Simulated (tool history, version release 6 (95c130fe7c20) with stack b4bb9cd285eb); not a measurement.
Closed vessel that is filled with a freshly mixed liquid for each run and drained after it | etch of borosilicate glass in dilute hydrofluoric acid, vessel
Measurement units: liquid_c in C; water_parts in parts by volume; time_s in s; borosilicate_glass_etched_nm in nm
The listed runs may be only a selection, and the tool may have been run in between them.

{"run": 1, "hour": 0.0, "liquid_c": 23, "water_parts": 75, "time_s": 300, "borosilicate_glass_etched_nm": 86.617}
{"run": 2, "hour": 2.4, "liquid_c": 21.5, "water_parts": 80, "time_s": 300, "borosilicate_glass_etched_nm": 75.545}
{"run": 3, "hour": 4.4, "liquid_c": 20, "water_parts": 80, "time_s": 300, "borosilicate_glass_etched_nm": 70.737}
{"run": 4, "hour": 5.7, "liquid_c": 23.5, "water_parts": 80, "time_s": 300, "borosilicate_glass_etched_nm": 82.16}
{"run": 5, "hour": 7.8, "liquid_c": 21.5, "water_parts": 80, "time_s": 300, "borosilicate_glass_etched_nm": 75.314}
{"run": 6, "hour": 14.4, "liquid_c": 20, "water_parts": 80, "time_s": 300, "borosilicate_glass_etched_nm": 71.015}
{"run": 7, "hour": 22.8, "liquid_c": 19, "water_parts": 80, "time_s": 300, "borosilicate_glass_etched_nm": 68.583}
{"run": 8, "hour": 30.4, "liquid_c": 18.5, "water_parts": 80, "time_s": 300, "borosilicate_glass_etched_nm": 66.144}
{"run": 9, "hour": 33.7, "liquid_c": 18, "water_parts": 80, "time_s": 300, "borosilicate_glass_etched_nm": 65.839}

Estimate the outcome of run 10 from the log above:
{"run": 10, "hour": 34.6, "liquid_c": 17, "water_parts": 90, "time_s": 300, "borosilicate_glass_etched_nm": "?"}

borosilicate_glass_etched_nm: 54.923 nm
